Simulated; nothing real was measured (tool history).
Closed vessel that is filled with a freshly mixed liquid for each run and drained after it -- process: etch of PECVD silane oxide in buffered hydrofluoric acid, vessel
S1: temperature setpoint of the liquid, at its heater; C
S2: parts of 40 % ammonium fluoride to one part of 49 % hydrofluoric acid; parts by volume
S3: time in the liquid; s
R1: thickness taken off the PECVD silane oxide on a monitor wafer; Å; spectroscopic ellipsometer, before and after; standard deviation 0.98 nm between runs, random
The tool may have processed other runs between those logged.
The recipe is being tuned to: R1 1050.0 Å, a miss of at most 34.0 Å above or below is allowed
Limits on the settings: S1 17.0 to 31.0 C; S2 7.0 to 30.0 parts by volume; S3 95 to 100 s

run  hour    S1    S2   S3      R1
  1   0.0  23.0  19.0   95  1224.7
  2   6.5  23.0  19.0  100  1285.3
  3  15.3  23.0  15.5  100  1561.2
  4  17.3  23.0  15.5  100  1565.2
  5  21.2  22.0  16.0  100  1428.0
  6  23.8  22.0  10.5  100  2152.0
  7  30.6  21.0  11.5  100  1898.3
  8  39.2  20.5  12.5  100  1686.8
  9  41.3  20.0  13.0  100  1551.8
 10  43.8  19.5  13.5  100  1480.9
 11  50.1  19.0  14.0  100  1369.7

Exercise: of the 5 proposed moves below, exactly one satisfies all targets within the stated allowed misses. Which move is it?
  A  56.4  22.5  11.5  100   ?
  B  56.4  17.0  10.0   95   ?
  C  56.4  18.5   8.5  100   ?
  D  56.4  21.5  11.0  100   ?
  E  56.4  18.0  16.5   95   ?

move      R1
   A  2051.7
   B  1640.7
   C  2138.6
   D  2027.5
   E  1063.1
A: lands further from the targets than the last run did
B: lands further from the targets than the last run did
C: lands further from the targets than the last run did
D: lands further from the targets than the last run did
E: every result lands within tolerance
Go with E: it meets all targets.
